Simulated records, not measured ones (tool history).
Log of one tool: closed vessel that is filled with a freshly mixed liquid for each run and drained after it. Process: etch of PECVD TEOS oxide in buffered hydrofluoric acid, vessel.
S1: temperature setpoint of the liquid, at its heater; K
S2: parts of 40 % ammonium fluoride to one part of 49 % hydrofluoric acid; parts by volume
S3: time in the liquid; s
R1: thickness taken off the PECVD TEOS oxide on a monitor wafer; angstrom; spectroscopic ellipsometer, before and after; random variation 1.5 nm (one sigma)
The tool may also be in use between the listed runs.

run  hour      S1    S2   S3      R1
  1   0.0  294.15  17.5   95  1324.1
  2   1.4  294.15  13.5   95  1700.8
  3   4.0  294.15  15.5   95  1488.5
  4  12.5  294.15  15.5  100  1557.8
  5  14.1  294.15  19.0  100  1278.0
  6  20.9  292.65  19.0  100  1170.0
  7  29.2  296.65  18.5  100  1507.9

Run 8 comes next. What will it give?
  8  37.0  297.15  18.5  100   ?

{"run 8": {"R1": 1540.3}}
